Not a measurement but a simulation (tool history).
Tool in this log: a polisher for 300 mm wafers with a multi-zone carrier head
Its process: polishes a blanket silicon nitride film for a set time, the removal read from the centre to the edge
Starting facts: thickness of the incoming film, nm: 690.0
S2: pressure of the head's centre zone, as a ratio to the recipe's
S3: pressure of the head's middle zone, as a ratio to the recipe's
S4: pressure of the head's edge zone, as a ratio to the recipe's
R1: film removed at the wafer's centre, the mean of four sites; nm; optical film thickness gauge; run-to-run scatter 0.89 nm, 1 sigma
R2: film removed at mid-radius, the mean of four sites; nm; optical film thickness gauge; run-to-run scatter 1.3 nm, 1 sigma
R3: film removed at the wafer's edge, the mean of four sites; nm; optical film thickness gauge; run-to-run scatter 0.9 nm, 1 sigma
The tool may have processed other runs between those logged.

Run 1, hour 0.0: flow of slurry (ml/min) 210, S2 1.00, S3 1.00, S4 1.00, polishing time (s) 76. Result: R1 112.890 nm, R2 99.307 nm, R3 101.780 nm.
Run 2, hour 1.9: flow of slurry (ml/min) 210, S2 1.00, S3 1.00, S4 1.00, polishing time (s) 66. Result: R1 98.202 nm, R2 88.259 nm, R3 88.986 nm.
Run 3, hour 8.3: flow of slurry (ml/min) 220, S2 0.99, S3 1.04, S4 1.05, polishing time (s) 74. Result: R1 109.080 nm, R2 100.280 nm, R3 101.300 nm.
Run 4, hour 17.1: flow of slurry (ml/min) 225, S2 0.98, S3 1.07, S4 1.09, polishing time (s) 80. Result: R1 118.030 nm, R2 114.190 nm, R3 111.160 nm.
Run 5, hour 24.6: flow of slurry (ml/min) 225, S2 0.98, S3 1.11, S4 1.09, polishing time (s) 80. Result: R1 117.740 nm, R2 113.810 nm, R3 111.560 nm.
Run 6, hour 30.7: flow of slurry (ml/min) 225, S2 0.98, S3 1.11, S4 1.12, polishing time (s) 80. Result: R1 118.280 nm, R2 116.180 nm, R3 113.640 nm.
Run 7, hour 38.6: flow of slurry (ml/min) 230, S2 0.98, S3 1.10, S4 1.14, polishing time (s) 83. Result: R1 122.890 nm, R2 120.350 nm, R3 119.450 nm.
Run 8, hour 41.2: flow of slurry (ml/min) 245, S2 0.98, S3 1.10, S4 1.16, polishing time (s) 85. Result: R1 124.760 nm, R2 123.850 nm, R3 122.320 nm.
Run 9, hour 48.1: flow of slurry (ml/min) 240, S2 0.98, S3 1.10, S4 1.17, polishing time (s) 87. Result: R1 128.400 nm, R2 128.210 nm, R3 126.850 nm.

For run 10, what comes out?
Run 10, hour 53.6: flow of slurry (ml/min) 240, S2 0.98, S3 1.09, S4 1.18, polishing time (s) 88. Result: R1 ?, R2 ?, R3 ?.

R1: 129.840 nm
R2: 126.530 nm
R3: 129.550 nm

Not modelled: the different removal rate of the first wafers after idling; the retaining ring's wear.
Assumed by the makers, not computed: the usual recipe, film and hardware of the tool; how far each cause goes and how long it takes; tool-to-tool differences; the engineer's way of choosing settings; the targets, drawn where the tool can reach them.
